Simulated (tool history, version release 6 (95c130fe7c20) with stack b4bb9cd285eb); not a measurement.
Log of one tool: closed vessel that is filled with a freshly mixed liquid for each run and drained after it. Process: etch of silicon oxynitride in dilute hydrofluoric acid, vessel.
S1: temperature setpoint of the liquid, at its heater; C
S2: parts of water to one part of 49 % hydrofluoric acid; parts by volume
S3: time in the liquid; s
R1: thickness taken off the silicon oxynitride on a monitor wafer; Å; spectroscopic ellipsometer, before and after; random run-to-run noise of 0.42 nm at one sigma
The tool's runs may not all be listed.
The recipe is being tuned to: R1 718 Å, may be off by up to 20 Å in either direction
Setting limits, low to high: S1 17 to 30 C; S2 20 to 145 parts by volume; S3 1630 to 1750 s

{"run": 1, "day": 0.0, "S1": 22, "S2": 80, "S3": 1630, "R1": 493.5}
{"run": 2, "day": 0.246, "S1": 22, "S2": 80, "S3": 1630, "R1": 486.77}
{"run": 3, "day": 0.329, "S1": 18.5, "S2": 80, "S3": 1630, "R1": 418.57}
{"run": 4, "day": 0.517, "S1": 17.5, "S2": 80, "S3": 1630, "R1": 391.53}
{"run": 5, "day": 0.771, "S1": 17, "S2": 80, "S3": 1630, "R1": 388.66}
{"run": 6, "day": 0.9, "S1": 19.5, "S2": 80, "S3": 1630, "R1": 436.93}
{"run": 7, "day": 1.142, "S1": 21.5, "S2": 80, "S3": 1630, "R1": 482.7}
{"run": 8, "day": 1.221, "S1": 23, "S2": 80, "S3": 1630, "R1": 516.16}
{"run": 9, "day": 1.458, "S1": 23, "S2": 80, "S3": 1630, "R1": 518.08}
{"run": 10, "day": 1.708, "S1": 24.5, "S2": 80, "S3": 1630, "R1": 561.01}
{"run": 11, "day": 1.767, "S1": 24.5, "S2": 80, "S3": 1630, "R1": 553.87}
{"run": 12, "day": 1.833, "S1": 25.5, "S2": 80, "S3": 1630, "R1": 589.78}
{"run": 13, "day": 2.208, "S1": 26.5, "S2": 80, "S3": 1630, "R1": 613.78}
{"run": 14, "day": 2.533, "S1": 27, "S2": 80, "S3": 1630, "R1": 621.08}
{"run": 15, "day": 2.712, "S1": 27.5, "S2": 80, "S3": 1630, "R1": 640.11}
{"run": 16, "day": 3.075, "S1": 28, "S2": 80, "S3": 1630, "R1": 654.12}
{"run": 17, "day": 3.404, "S1": 28.5, "S2": 80, "S3": 1630, "R1": 670.38}
{"run": 18, "day": 3.467, "S1": 28.5, "S2": 80, "S3": 1630, "R1": 673.11}
{"run": 19, "day": 3.775, "S1": 29, "S2": 80, "S3": 1630, "R1": 695.93}

Which one of the following 4 next-run settings gets every result inside its allowed miss? There is exactly one.
{"run": "A", "day": 4.083, "S1": 29.5, "S2": 80, "S3": 1675, "R1": "?"}
{"run": "B", "day": 4.083, "S1": 28.5, "S2": 85, "S3": 1690, "R1": "?"}
{"run": "C", "day": 4.083, "S1": 30, "S2": 90, "S3": 1630, "R1": "?"}
{"run": "D", "day": 4.083, "S1": 30, "S2": 85, "S3": 1670, "R1": "?"}

move=A R1=721.4
move=B R1=651.1
move=C R1=631.83
move=D R1=688.96
A: all results in spec
B: misses by more than the last run did
C: misses by more than the last run did
D: misses by more than the last run did
The right move is A.

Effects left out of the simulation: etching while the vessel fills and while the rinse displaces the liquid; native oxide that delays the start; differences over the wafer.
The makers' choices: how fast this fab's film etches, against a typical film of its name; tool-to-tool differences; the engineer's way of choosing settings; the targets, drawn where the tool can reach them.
